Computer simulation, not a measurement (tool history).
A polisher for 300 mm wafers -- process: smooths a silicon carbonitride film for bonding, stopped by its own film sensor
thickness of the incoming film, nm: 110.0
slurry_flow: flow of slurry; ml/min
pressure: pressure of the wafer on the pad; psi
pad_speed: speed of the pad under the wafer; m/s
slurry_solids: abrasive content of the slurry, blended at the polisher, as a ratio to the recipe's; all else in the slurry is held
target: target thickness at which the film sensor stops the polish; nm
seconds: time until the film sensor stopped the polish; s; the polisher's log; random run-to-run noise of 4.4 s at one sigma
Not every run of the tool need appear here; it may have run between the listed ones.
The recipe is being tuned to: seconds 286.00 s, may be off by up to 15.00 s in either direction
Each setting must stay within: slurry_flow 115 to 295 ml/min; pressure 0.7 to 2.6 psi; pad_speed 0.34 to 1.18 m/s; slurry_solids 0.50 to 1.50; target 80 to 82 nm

run	hour	slurry_flow	pressure	pad_speed	slurry_solids	target	seconds
1	0.0	190	1.6	0.76	1.00	82	186.43
2	4.5	190	1.6	0.76	0.80	82	205.76
3	9.8	190	1.8	0.76	0.80	82	186.73
4	14.0	190	1.8	0.76	0.95	82	171.12
5	19.2	145	1.8	0.76	0.95	82	182.34
6	27.4	145	1.8	0.76	0.80	82	195.38
7	34.4	145	1.6	0.74	0.80	82	227.22
8	42.0	145	1.5	0.74	0.80	82	237.12
9	49.6	145	1.4	0.74	0.80	82	248.94

Which single option among these 5 for the next run brings every result within its allowed miss of target? Just one does.
A	57.2	195	1.3	0.94	0.70	82	?
B	57.2	145	1.4	0.92	0.95	82	?
C	57.2	115	1.8	0.74	0.70	81	?
D	57.2	160	1.6	0.80	0.95	82	?
E	57.2	155	1.3	0.68	0.80	82	?

move	seconds
A	236.91
B	195.83
C	235.22
D	189.58
E	291.72
A: misses by more than the last run did
B: misses by more than the last run did
C: misses by more than the last run did
D: misses by more than the last run did
E: all results land within tolerance of their targets
Correct choice: E, which meets every target

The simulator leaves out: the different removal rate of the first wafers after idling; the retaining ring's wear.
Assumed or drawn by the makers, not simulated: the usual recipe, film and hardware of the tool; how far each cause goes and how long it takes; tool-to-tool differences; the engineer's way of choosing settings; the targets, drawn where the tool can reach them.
